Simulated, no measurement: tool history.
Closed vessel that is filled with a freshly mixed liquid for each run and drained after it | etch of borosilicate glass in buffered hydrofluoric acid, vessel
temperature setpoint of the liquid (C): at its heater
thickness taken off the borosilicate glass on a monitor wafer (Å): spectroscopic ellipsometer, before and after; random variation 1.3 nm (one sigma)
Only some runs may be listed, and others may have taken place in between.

run,hour,temperature setpoint of the liquid (C),parts of 40 % ammonium fluoride to one part of 49 % hydrofluoric acid (parts by volume),time in the liquid (s),thickness taken off the borosilicate glass on a monitor wafer (Å)
1,0.0,24.0,13.0,105,872.42
2,9.0,25.0,13.0,105,914.17
3,17.8,22.5,13.0,105,812.97
4,21.7,22.5,16.0,105,652.85
5,30.7,23.5,15.5,105,703.13
6,38.8,26.5,15.5,105,835.70
# hour 43.5: hydrofluoric acid flow meter replaced
7,43.5,27.0,15.0,105,984.54
8,46.0,27.0,15.0,105,979.55
9,53.7,27.5,15.0,105,994.90
10,62.2,28.0,15.0,105,1024.60
11,68.4,28.5,15.0,105,1072.30
12,75.5,29.0,15.0,105,1113.70
13,82.4,30.5,15.0,105,1186.50

Forecast run 14:
14,86.5,31.5,15.0,105,?

thickness taken off the borosilicate glass on a monitor wafer (Å): 1236.10
